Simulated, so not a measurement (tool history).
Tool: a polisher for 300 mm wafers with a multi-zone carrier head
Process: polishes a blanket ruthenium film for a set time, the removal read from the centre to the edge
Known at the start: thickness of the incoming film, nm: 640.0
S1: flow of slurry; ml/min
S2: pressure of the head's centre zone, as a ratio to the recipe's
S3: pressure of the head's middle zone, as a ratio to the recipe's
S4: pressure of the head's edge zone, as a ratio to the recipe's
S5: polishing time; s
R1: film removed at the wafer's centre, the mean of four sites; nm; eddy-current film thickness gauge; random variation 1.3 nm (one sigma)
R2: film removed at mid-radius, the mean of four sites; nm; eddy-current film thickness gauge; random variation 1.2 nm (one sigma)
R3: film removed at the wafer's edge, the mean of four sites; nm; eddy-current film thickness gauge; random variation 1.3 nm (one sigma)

run  hour   S1    S2    S3    S4  S5       R1      R2      R3
  1   0.0  200  1.00  1.00  1.00  67   91.877  94.055  91.883
  2   2.1  200  1.08  1.00  1.00  67   97.538  93.269  90.403
  3  10.3  205  1.09  0.99  1.02  68  101.130  96.491  94.772
  4  12.0  205  1.09  0.92  1.02  68  100.190  88.549  93.286
  5  20.4  210  1.10  0.92  1.04  68  101.520  90.412  95.288
  6  29.1  210  1.10  0.99  1.04  68  103.270  94.197  95.776
  7  35.3  215  1.10  0.99  1.05  68  102.940  95.095  97.375
  8  43.6  220  1.11  0.99  1.06  68  103.710  97.146  95.979

Run 9 comes next. What will it give?
  9  46.9  220  1.11  0.98  1.07  69   ?   ?   ?

{"run 9": {"R1": 104.16, "R2": 96.931, "R3": 97.589}}
